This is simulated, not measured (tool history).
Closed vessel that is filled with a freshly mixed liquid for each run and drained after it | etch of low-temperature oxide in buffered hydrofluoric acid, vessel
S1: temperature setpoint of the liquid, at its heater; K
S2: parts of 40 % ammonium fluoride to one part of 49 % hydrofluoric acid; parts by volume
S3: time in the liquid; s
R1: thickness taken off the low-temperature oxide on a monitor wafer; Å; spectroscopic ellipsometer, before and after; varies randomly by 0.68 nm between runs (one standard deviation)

run,day,S1,S2,S3,R1
1,0.000,294.15,20.5,35,520.40
2,0.096,294.15,24.0,35,459.51
3,0.438,295.15,24.0,35,482.17
4,0.629,295.65,24.0,35,503.39
# day 0.938: hydrofluoric acid flow meter replaced
5,0.938,298.15,24.0,35,530.47
6,1.017,298.65,23.5,35,553.97
7,1.083,299.15,23.0,35,592.58

Expected results for the next run?
8,1.454,299.65,22.5,35,?

R1: 605.41 Å
